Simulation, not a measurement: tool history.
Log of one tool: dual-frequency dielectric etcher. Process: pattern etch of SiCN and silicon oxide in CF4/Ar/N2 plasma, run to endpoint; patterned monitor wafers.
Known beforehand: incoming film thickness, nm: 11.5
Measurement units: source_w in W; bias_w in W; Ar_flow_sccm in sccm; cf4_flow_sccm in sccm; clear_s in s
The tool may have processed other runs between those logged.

run	hour	source_w	bias_w	Ar_flow_sccm	cf4_flow_sccm	clear_s
1	0	390	90	83	59	12.441
2	8.7	350	81	91	54	15.28
3	11	350	81	104	54	15.481
4	13.2	350	81	104	58	15.314
5	20.5	350	81	114	58	15.54
6	26.6	310	81	114	58	17.962
7	31.8	290	81	114	58	19.424
8	36.4	280	81	114	58	20.278

Predict the results of run 9:
9	39.5	270	81	114	58	?

Logged for run 9: clear_s 21.351 s.

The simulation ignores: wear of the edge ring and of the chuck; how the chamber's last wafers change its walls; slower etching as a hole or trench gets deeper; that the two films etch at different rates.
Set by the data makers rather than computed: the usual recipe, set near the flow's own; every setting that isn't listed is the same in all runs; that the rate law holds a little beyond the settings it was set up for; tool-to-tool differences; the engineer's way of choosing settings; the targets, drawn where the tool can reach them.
